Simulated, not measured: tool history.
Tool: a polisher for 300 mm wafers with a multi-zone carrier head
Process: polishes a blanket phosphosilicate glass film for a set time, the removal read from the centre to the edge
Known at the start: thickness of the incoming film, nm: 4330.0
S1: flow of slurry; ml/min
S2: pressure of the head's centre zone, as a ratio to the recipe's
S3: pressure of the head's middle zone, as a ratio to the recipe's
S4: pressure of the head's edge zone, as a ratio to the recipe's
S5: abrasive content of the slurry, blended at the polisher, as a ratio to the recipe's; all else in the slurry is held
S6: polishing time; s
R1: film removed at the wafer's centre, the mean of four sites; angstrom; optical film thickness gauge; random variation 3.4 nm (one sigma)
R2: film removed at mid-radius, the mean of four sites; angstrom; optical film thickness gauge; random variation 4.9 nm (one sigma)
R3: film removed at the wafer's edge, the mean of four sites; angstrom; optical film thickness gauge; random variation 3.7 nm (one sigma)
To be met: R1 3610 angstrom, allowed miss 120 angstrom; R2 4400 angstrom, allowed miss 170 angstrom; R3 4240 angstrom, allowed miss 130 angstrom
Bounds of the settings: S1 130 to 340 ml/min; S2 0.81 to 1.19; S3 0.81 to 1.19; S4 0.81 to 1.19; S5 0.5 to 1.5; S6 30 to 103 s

| run | day | S1 | S2 | S3 | S4 | S5 | S6 | R1 | R2 | R3 |
|---|---|---|---|---|---|---|---|---|---|---|
| 1 | 0 | 220 | 1 | 1 | 1 | 1 | 66 | 3680.2 | 3593.3 | 3506.4 |
| 2 | 0.338 | 225 | 0.99 | 1.01 | 1.02 | 1 | 66 | 3632.4 | 3646.5 | 3557.7 |
| 3 | 0.596 | 230 | 0.98 | 1.02 | 1.04 | 1 | 66 | 3603.3 | 3691 | 3529.5 |
| 4 | 0.838 | 230 | 0.98 | 0.96 | 1.04 | 1 | 66 | 3594.9 | 3543.5 | 3560.5 |
|  | 1.121 | edge zone pressure recalibrated |
| 5 | 1.121 | 230 | 0.97 | 0.97 | 1.05 | 1.05 | 66 | 3689.4 | 3697.6 | 3896.6 |
| 6 | 1.308 | 230 | 0.97 | 0.97 | 1.05 | 1.05 | 59 | 3256.2 | 3254.2 | 3494.4 |
| 7 | 1.517 | 235 | 0.97 | 0.99 | 1.06 | 1.05 | 59 | 3300.7 | 3360.7 | 3517.8 |
| 8 | 1.729 | 240 | 0.97 | 1.01 | 1.07 | 1.05 | 59 | 3299.5 | 3383.3 | 3584 |
| 9 | 2.008 | 240 | 0.96 | 1.03 | 1.07 | 1.05 | 59 | 3289.7 | 3462.3 | 3544.6 |
| 10 | 2.321 | 245 | 0.96 | 1.05 | 1.08 | 1.05 | 59 | 3250.7 | 3468.5 | 3530.5 |
| 11 | 2.679 | 245 | 0.96 | 1.07 | 1.08 | 1.1 | 59 | 3344.3 | 3649.9 | 3686.7 |
| 12 | 3.012 | 250 | 0.96 | 1.08 | 1.09 | 1.1 | 59 | 3360.1 | 3721 | 3663.9 |
| 13 | 3.225 | 255 | 0.96 | 1.09 | 1.1 | 1.1 | 59 | 3393.5 | 3656.8 | 3686.8 |
| 14 | 3.479 | 255 | 0.95 | 1.1 | 1.1 | 1.1 | 59 | 3314.1 | 3738.3 | 3685.8 |
| 15 | 3.812 | 260 | 0.95 | 1.11 | 1.11 | 1.1 | 59 | 3342.9 | 3825.7 | 3691.4 |
| 16 | 4.067 | 265 | 0.95 | 1.12 | 1.12 | 1.1 | 59 | 3390.7 | 3761.5 | 3720.6 |
| 17 | 4.225 | 265 | 0.95 | 1.13 | 1.12 | 1.1 | 59 | 3338.1 | 3864.8 | 3720.3 |
| 18 | 4.588 | 270 | 0.95 | 1.14 | 1.13 | 1.1 | 59 | 3385.3 | 3868.4 | 3731.5 |

5 next moves are on the table. One of them brings every result within its allowed miss. Which?
| A | 4.95 | 325 | 1.03 | 0.93 | 1.19 | 1.25 | 56 | ? | ? | ? |
| B | 4.95 | 280 | 1.08 | 1.18 | 1.04 | 0.8 | 60 | ? | ? | ? |
| C | 4.95 | 240 | 0.91 | 1.19 | 1.12 | 1.15 | 61 | ? | ? | ? |
| D | 4.95 | 280 | 0.9 | 1.15 | 1.13 | 1.2 | 63 | ? | ? | ? |
| E | 4.95 | 280 | 0.94 | 1.19 | 1.01 | 1.4 | 48 | ? | ? | ? |

| move | R1 | R2 | R3 |
|---|---|---|---|
| A | 3768.1 | 3343.6 | 3963.9 |
| B | 3181 | 3293.2 | 2976.2 |
| C | 3383 | 4201.8 | 3921.7 |
| D | 3583.8 | 4365 | 4203.5 |
| E | 3065.6 | 3679.6 | 3251.4 |
A: further off than the last run
B: further off than the last run
C: nearer than the last run, and not there yet
D: meets every target
E: further off than the last run
The right move is D.

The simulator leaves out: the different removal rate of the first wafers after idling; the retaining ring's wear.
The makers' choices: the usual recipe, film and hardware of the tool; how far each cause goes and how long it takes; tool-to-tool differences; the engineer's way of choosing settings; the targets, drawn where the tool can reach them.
